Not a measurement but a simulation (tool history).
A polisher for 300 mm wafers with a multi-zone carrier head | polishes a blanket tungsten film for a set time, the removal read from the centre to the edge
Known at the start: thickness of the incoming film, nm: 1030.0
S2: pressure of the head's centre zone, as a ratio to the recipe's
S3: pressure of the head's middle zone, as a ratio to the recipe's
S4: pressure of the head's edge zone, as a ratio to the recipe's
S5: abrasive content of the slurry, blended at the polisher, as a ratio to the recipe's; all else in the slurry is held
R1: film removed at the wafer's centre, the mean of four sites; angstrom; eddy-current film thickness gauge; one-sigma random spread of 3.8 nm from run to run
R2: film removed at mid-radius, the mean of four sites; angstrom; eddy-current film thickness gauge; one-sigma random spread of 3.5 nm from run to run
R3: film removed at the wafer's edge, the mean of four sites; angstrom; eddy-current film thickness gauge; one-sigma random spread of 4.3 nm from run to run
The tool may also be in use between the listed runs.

Run 1, hour 0.0: flow of slurry (ml/min) 280, S2 1.00, S3 1.00, S4 1.00, S5 1.00, polishing time (s) 64. Result: R1 3011.6 angstrom, R2 3041.7 angstrom, R3 2950.3 angstrom.
Run 2, hour 1.9: flow of slurry (ml/min) 285, S2 1.03, S3 1.03, S4 1.04, S5 1.15, polishing time (s) 65. Result: R1 3262.8 angstrom, R2 3252.8 angstrom, R3 3190.3 angstrom.
Run 3, hour 10.0: flow of slurry (ml/min) 295, S2 1.06, S3 1.07, S4 1.07, S5 1.25, polishing time (s) 65. Result: R1 3386.7 angstrom, R2 3391.6 angstrom, R3 3297.9 angstrom.
Run 4, hour 13.0: flow of slurry (ml/min) 295, S2 0.97, S3 1.07, S4 1.07, S5 1.25, polishing time (s) 65. Result: R1 3165.1 angstrom, R2 3455.4 angstrom, R3 3403.6 angstrom.
Run 5, hour 21.6: flow of slurry (ml/min) 305, S2 1.02, S3 1.09, S4 1.08, S5 1.35, polishing time (s) 66. Result: R1 3455.3 angstrom, R2 3582.3 angstrom, R3 3467.1 angstrom.
Run 6, hour 22.9: flow of slurry (ml/min) 305, S2 1.02, S3 1.01, S4 1.08, S5 1.35, polishing time (s) 66. Result: R1 3381.0 angstrom, R2 3386.2 angstrom, R3 3388.6 angstrom.
Run 7, hour 24.7: flow of slurry (ml/min) 310, S2 1.05, S3 1.05, S4 1.09, S5 1.40, polishing time (s) 67. Result: R1 3592.7 angstrom, R2 3543.9 angstrom, R3 3567.5 angstrom.
Run 8, hour 30.4: flow of slurry (ml/min) 320, S2 1.07, S3 1.08, S4 1.09, S5 1.45, polishing time (s) 67. Result: R1 3632.5 angstrom, R2 3678.4 angstrom, R3 3501.5 angstrom.
Run 9, hour 38.9: flow of slurry (ml/min) 320, S2 1.09, S3 1.09, S4 1.10, S5 1.45, polishing time (s) 68. Result: R1 3778.8 angstrom, R2 3778.5 angstrom, R3 3645.3 angstrom.

Forecast run 10:
Run 10, hour 43.9: flow of slurry (ml/min) 325, S2 1.10, S3 1.10, S4 1.11, S5 1.45, polishing time (s) 68. Result: R1 ?, R2 ?, R3 ?.

R1: 3774.8 angstrom
R2: 3898.6 angstrom
R3: 3624.4 angstrom
